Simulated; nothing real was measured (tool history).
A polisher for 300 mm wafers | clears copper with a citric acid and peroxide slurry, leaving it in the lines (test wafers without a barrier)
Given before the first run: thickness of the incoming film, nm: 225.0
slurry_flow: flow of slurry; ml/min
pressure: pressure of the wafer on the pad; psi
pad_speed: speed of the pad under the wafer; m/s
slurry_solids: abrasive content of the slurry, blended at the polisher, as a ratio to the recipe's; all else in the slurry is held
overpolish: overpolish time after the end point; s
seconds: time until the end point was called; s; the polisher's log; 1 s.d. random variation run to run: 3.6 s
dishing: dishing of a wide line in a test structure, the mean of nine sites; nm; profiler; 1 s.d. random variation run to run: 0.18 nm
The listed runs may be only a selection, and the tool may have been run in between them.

run 1 day=0.000 | slurry_flow=210 pressure=2.5 pad_speed=1.04 slurry_solids=1.0 overpolish=21 | seconds=124.72 dishing=18.839
run 2 day=0.221 | slurry_flow=210 pressure=2.5 pad_speed=1.04 slurry_solids=1.0 overpolish=17 | seconds=126.74 dishing=15.975
run 3 day=0.254 | slurry_flow=205 pressure=2.1 pad_speed=0.94 slurry_solids=1.0 overpolish=20 | seconds=166.03 dishing=14.771
run 4 day=0.521 | slurry_flow=205 pressure=2.1 pad_speed=0.78 slurry_solids=1.0 overpolish=20 | seconds=196.59 dishing=13.321
run 5 day=0.612 | slurry_flow=150 pressure=2.1 pad_speed=0.78 slurry_solids=1.0 overpolish=20 | seconds=202.15 dishing=12.999
run 6 day=0.912 | slurry_flow=150 pressure=1.9 pad_speed=0.78 slurry_solids=1.0 overpolish=23 | seconds=224.86 dishing=13.865
run 7 day=1.275 | slurry_flow=150 pressure=1.7 pad_speed=0.78 slurry_solids=1.0 overpolish=24 | seconds=251.61 dishing=12.421
run 8 day=1.571 | slurry_flow=150 pressure=1.6 pad_speed=0.76 slurry_solids=1.0 overpolish=26 | seconds=267.37 dishing=12.932

Forecast run 9:
run 9 day=1.675 | slurry_flow=150 pressure=1.3 pad_speed=0.76 slurry_solids=1.0 overpolish=30 | seconds=? dishing=?

{"run 9": {"seconds": 326.51, "dishing": 12.259}}

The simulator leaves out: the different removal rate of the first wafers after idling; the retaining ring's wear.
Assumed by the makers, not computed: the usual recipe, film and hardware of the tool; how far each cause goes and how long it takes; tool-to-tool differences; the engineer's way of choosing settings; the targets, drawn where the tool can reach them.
